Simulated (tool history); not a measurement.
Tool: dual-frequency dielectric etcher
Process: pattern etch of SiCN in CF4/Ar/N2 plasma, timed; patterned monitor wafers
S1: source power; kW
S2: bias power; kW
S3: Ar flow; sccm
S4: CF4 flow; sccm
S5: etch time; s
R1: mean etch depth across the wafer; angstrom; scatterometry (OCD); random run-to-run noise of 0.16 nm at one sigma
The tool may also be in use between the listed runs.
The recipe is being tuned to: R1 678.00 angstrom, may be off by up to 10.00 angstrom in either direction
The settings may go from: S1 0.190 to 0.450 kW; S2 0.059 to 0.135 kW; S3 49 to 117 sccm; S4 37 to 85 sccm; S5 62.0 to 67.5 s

Run 1, hour 0.0: S1 0.320 kW, S2 0.097 kW, S3 83 sccm, S4 61 sccm, S5 67.5 s. Result: R1 544.34 angstrom.
Run 2, hour 1.1: S1 0.320 kW, S2 0.110 kW, S3 83 sccm, S4 61 sccm, S5 67.5 s. Result: R1 565.22 angstrom.
Run 3, hour 2.3: S1 0.340 kW, S2 0.110 kW, S3 83 sccm, S4 61 sccm, S5 67.5 s. Result: R1 590.42 angstrom.
Run 4, hour 9.8: S1 0.340 kW, S2 0.125 kW, S3 83 sccm, S4 61 sccm, S5 67.5 s. Result: R1 612.39 angstrom.
Run 5, hour 16.7: S1 0.340 kW, S2 0.125 kW, S3 83 sccm, S4 56 sccm, S5 67.5 s. Result: R1 606.56 angstrom.
Run 6, hour 25.5: S1 0.350 kW, S2 0.125 kW, S3 83 sccm, S4 56 sccm, S5 67.5 s. Result: R1 619.83 angstrom.
Run 7, hour 33.1: S1 0.360 kW, S2 0.125 kW, S3 83 sccm, S4 56 sccm, S5 67.5 s. Result: R1 634.24 angstrom.
Run 8, hour 41.9: S1 0.370 kW, S2 0.125 kW, S3 83 sccm, S4 56 sccm, S5 67.5 s. Result: R1 645.60 angstrom.
Run 9, hour 47.9: S1 0.380 kW, S2 0.125 kW, S3 83 sccm, S4 56 sccm, S5 67.5 s. Result: R1 657.21 angstrom.

Exercise: of the 5 proposed moves below, exactly one satisfies all targets within the stated allowed misses. Which move is it?
Run A, hour 53.9: S1 0.370 kW, S2 0.126 kW, S3 67 sccm, S4 57 sccm, S5 65.5 s. Result: R1 ?.
Run B, hour 53.9: S1 0.380 kW, S2 0.135 kW, S3 90 sccm, S4 64 sccm, S5 67.5 s. Result: R1 ?.
Run C, hour 53.9: S1 0.410 kW, S2 0.119 kW, S3 78 sccm, S4 59 sccm, S5 67.5 s. Result: R1 ?.
Run D, hour 53.9: S1 0.420 kW, S2 0.134 kW, S3 78 sccm, S4 54 sccm, S5 64.5 s. Result: R1 ?.
Run E, hour 53.9: S1 0.390 kW, S2 0.135 kW, S3 67 sccm, S4 49 sccm, S5 67.5 s. Result: R1 ?.

move      R1
   A  647.14
   B  675.53
   C  696.17
   D  693.32
   E  694.47
A: moves away from the targets compared with the last run
B: every result within its allowed miss
C: takes the result that was furthest off past its target
D: takes the result that was furthest off past its target
E: takes the result that was furthest off past its target
B is the move that brings every result within its allowed miss.
